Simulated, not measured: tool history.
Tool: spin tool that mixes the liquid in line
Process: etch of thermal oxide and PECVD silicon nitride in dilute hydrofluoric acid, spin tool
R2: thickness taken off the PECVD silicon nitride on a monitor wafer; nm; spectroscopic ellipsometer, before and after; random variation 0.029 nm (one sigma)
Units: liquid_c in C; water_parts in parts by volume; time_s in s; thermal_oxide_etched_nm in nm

{"run": 1, "hour": 0.0, "liquid_c": 25.0, "water_parts": 145, "time_s": 180, "thermal_oxide_etched_nm": 5.3763, "R2": 7.0613}
{"run": 2, "hour": 6.2, "liquid_c": 23.5, "water_parts": 175, "time_s": 185, "thermal_oxide_etched_nm": 4.1859, "R2": 5.5185}
{"run": 3, "hour": 8.2, "liquid_c": 22.5, "water_parts": 195, "time_s": 185, "thermal_oxide_etched_nm": 3.588, "R2": 4.6521}
{"run": 4, "hour": 11.6, "liquid_c": 22.5, "water_parts": 195, "time_s": 140, "thermal_oxide_etched_nm": 2.7018, "R2": 3.5165}
{"run": 5, "hour": 13.7, "liquid_c": 25.5, "water_parts": 195, "time_s": 140, "thermal_oxide_etched_nm": 2.9781, "R2": 4.2436}
{"run": 6, "hour": 21.8, "liquid_c": 25.5, "water_parts": 195, "time_s": 80, "thermal_oxide_etched_nm": 1.7364, "R2": 2.4263}
{"run": 7, "hour": 24.7, "liquid_c": 25.5, "water_parts": 175, "time_s": 75, "thermal_oxide_etched_nm": 1.8045, "R2": 2.6068}
{"run": 8, "hour": 26.7, "liquid_c": 21.5, "water_parts": 120, "time_s": 95, "thermal_oxide_etched_nm": 3.1258, "R2": 3.6812}

Run 9 comes next. What will it give?
{"hour": 28.7, "done": "hydrofluoric acid flow meter replaced"}
{"run": 9, "hour": 28.7, "liquid_c": 22.0, "water_parts": 135, "time_s": 95, "thermal_oxide_etched_nm": "?", "R2": "?"}

thermal_oxide_etched_nm: 2.9503 nm
R2: 3.5414 nm
